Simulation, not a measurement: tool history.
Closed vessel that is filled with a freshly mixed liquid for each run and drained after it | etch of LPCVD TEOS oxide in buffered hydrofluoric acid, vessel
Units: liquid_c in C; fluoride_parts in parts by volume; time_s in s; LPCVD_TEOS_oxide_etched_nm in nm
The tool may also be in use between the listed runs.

Run 1, hour 0.0: liquid_c 24.0 C, fluoride_parts 8.5 parts by volume, time_s 105 s. Result: LPCVD_TEOS_oxide_etched_nm 404.36 nm.
Run 2, hour 2.7: liquid_c 25.5 C, fluoride_parts 8.5 parts by volume, time_s 105 s. Result: LPCVD_TEOS_oxide_etched_nm 450.93 nm.
Run 3, hour 11.7: liquid_c 27.0 C, fluoride_parts 8.5 parts by volume, time_s 105 s. Result: LPCVD_TEOS_oxide_etched_nm 479.96 nm.
Run 4, hour 19.7: liquid_c 28.0 C, fluoride_parts 8.5 parts by volume, time_s 105 s. Result: LPCVD_TEOS_oxide_etched_nm 510.76 nm.
Run 5, hour 22.3: liquid_c 28.0 C, fluoride_parts 10.5 parts by volume, time_s 105 s. Result: LPCVD_TEOS_oxide_etched_nm 423.53 nm.
Run 6, hour 26.0: liquid_c 28.0 C, fluoride_parts 10.5 parts by volume, time_s 105 s. Result: LPCVD_TEOS_oxide_etched_nm 433.64 nm.
Run 7, hour 34.8: liquid_c 28.0 C, fluoride_parts 10.5 parts by volume, time_s 105 s. Result: LPCVD_TEOS_oxide_etched_nm 431.86 nm.
Run 8, hour 39.8: liquid_c 29.0 C, fluoride_parts 10.0 parts by volume, time_s 105 s. Result: LPCVD_TEOS_oxide_etched_nm 479.57 nm.
Run 9, hour 48.0: liquid_c 29.5 C, fluoride_parts 9.5 parts by volume, time_s 105 s. Result: LPCVD_TEOS_oxide_etched_nm 506.84 nm.
Run 10, hour 50.8: liquid_c 30.0 C, fluoride_parts 9.0 parts by volume, time_s 105 s. Result: LPCVD_TEOS_oxide_etched_nm 533.35 nm.
Run 11, hour 54.2: liquid_c 30.5 C, fluoride_parts 8.5 parts by volume, time_s 105 s. Result: LPCVD_TEOS_oxide_etched_nm 576.52 nm.

Forecast run 12:
Run 12, hour 62.9: liquid_c 31.0 C, fluoride_parts 8.0 parts by volume, time_s 105 s. Result: LPCVD_TEOS_oxide_etched_nm ?.

Run 12 gave LPCVD_TEOS_oxide_etched_nm 635.35 nm.

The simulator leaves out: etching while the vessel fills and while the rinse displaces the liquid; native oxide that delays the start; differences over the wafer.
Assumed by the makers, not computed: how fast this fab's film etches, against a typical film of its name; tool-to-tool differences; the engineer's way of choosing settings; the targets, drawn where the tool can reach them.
